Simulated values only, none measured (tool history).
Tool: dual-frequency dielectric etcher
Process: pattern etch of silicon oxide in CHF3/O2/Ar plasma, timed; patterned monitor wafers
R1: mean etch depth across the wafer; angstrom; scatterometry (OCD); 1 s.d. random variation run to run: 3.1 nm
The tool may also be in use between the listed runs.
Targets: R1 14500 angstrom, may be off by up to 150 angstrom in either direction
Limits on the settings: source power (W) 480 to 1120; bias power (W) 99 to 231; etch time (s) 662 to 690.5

run 1 hour=0 | source_power_(W)=800 bias_power_(W)=165 etch_time_(s)=662 | R1=13381
run 2 hour=2.3 | source_power_(W)=830 bias_power_(W)=165 etch_time_(s)=662 | R1=13609
run 3 hour=10.2 | source_power_(W)=850 bias_power_(W)=165 etch_time_(s)=662 | R1=13632
run 4 hour=13.2 | source_power_(W)=850 bias_power_(W)=165 etch_time_(s)=690.5 | R1=14270
run 5 hour=14.9 | source_power_(W)=850 bias_power_(W)=165 etch_time_(s)=662 | R1=13648
run 6 hour=18.4 | source_power_(W)=870 bias_power_(W)=165 etch_time_(s)=662 | R1=13783
run 7 hour=24.8 | source_power_(W)=890 bias_power_(W)=165 etch_time_(s)=662 | R1=13878
run 8 hour=27.8 | source_power_(W)=910 bias_power_(W)=165 etch_time_(s)=662 | R1=14046
run 9 hour=28.8 | source_power_(W)=920 bias_power_(W)=165 etch_time_(s)=662 | R1=14086
run 10 hour=30.2 | source_power_(W)=930 bias_power_(W)=165 etch_time_(s)=662 | R1=14117
run 11 hour=36.6 | source_power_(W)=940 bias_power_(W)=165 etch_time_(s)=662 | R1=14126
run 12 hour=39.2 | source_power_(W)=940 bias_power_(W)=165 etch_time_(s)=662 | R1=14122

Next run, 5 choices. One meets every target within its allowed miss, the rest don't. Which?
run A hour=41.8 | source_power_(W)=930 bias_power_(W)=163 etch_time_(s)=665.5 | R1=?
run B hour=41.8 | source_power_(W)=1000 bias_power_(W)=144 etch_time_(s)=670 | R1=?
run C hour=41.8 | source_power_(W)=940 bias_power_(W)=159 etch_time_(s)=686 | R1=?
run D hour=41.8 | source_power_(W)=920 bias_power_(W)=155 etch_time_(s)=679.5 | R1=?
run E hour=41.8 | source_power_(W)=950 bias_power_(W)=147 etch_time_(s)=676.5 | R1=?

move=A R1=14161
move=B R1=14179
move=C R1=14559
move=D R1=14219
move=E R1=14128
A: better than the last run, though not everything is in spec
B: better than the last run, though not everything is in spec
C: all results in spec
D: better than the last run, though not everything is in spec
E: neither nearer nor further off than the last run
C is the move that brings every result within its allowed miss.
